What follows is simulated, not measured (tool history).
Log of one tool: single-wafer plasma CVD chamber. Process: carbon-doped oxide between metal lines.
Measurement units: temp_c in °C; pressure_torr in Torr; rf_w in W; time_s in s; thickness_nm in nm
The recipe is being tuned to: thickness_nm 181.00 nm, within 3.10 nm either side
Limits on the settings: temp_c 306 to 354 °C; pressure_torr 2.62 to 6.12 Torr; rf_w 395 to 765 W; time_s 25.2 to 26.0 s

run,hour,temp_c,pressure_torr,rf_w,time_s,thickness_nm
1,0.0,330,4.37,580,25.2,153.70
2,1.9,330,4.37,580,25.2,154.74
3,6.5,327,4.57,590,25.2,158.38
4,10.0,327,4.88,590,25.2,159.74
5,16.2,327,4.40,590,25.2,156.51
6,18.9,326,4.65,600,25.2,159.36
7,25.8,325,4.82,615,25.2,163.89
8,30.2,324,4.99,625,25.2,164.55
9,35.5,323,5.08,640,25.2,168.99
10,36.5,322,5.19,645,25.2,169.86
11,45.3,321,5.28,650,25.2,171.43

4 next moves are on the table. One of them brings every result within its allowed miss. Which?
A,54.1,314,5.98,620,26.0,?
B,54.1,326,5.50,635,25.2,?
C,54.1,330,5.44,595,25.7,?
D,54.1,330,5.57,600,26.0,?

move,thickness_nm
A,180.07
B,168.28
C,163.48
D,166.60
A: hits every target within its allowed miss
B: moves away from the targets compared with the last run
C: moves away from the targets compared with the last run
D: moves away from the targets compared with the last run
So the answer is move A, the one that meets all the targets.
